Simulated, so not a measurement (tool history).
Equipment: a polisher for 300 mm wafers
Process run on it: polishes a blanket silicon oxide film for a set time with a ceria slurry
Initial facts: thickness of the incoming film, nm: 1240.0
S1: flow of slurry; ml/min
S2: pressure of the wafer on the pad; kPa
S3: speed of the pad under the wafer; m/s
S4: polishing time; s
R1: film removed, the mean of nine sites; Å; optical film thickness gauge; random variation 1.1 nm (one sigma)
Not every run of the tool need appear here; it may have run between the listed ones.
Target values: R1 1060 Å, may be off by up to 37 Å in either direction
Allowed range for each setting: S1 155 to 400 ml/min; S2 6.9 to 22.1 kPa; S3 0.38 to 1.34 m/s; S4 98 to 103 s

run  hour   S1    S2    S3   S4      R1
  1     0  255  14.5  0.86   98  2036.7
  2     9  255  14.5  0.86  103  2150.3
  3  16.2  315  14.5  0.86  103  2185.3
  4  21.2  380  14.5  0.86  103    2222
  5  27.5  380  13.1  0.82  103  1933.7
  6  33.2  380  13.1     1  103  2330.3
  7  41.1  380  11.7  0.92  103    1936
  8    43  375   7.6  0.68  102  941.97

Which single option among these 5 for the next run brings every result within its allowed miss of target? Just one does.
  A  44.9  320  7.6  0.74   98   ?
  B  44.9  400  9.7   0.6  102   ?
  C  44.9  350  7.6  0.66  103   ?
  D  44.9  360  8.3  0.54  103   ?
  E  44.9  330  7.6  0.72  102   ?

move      R1
   A  981.43
   B    1069
   C  931.06
   D  836.28
   E  997.58
A: nearer the targets than the last run, but a result is still out of spec
B: hits every target within its allowed miss
C: misses by more than the last run did
D: misses by more than the last run did
E: nearer the targets than the last run, but a result is still out of spec
Go with B: it meets all targets.

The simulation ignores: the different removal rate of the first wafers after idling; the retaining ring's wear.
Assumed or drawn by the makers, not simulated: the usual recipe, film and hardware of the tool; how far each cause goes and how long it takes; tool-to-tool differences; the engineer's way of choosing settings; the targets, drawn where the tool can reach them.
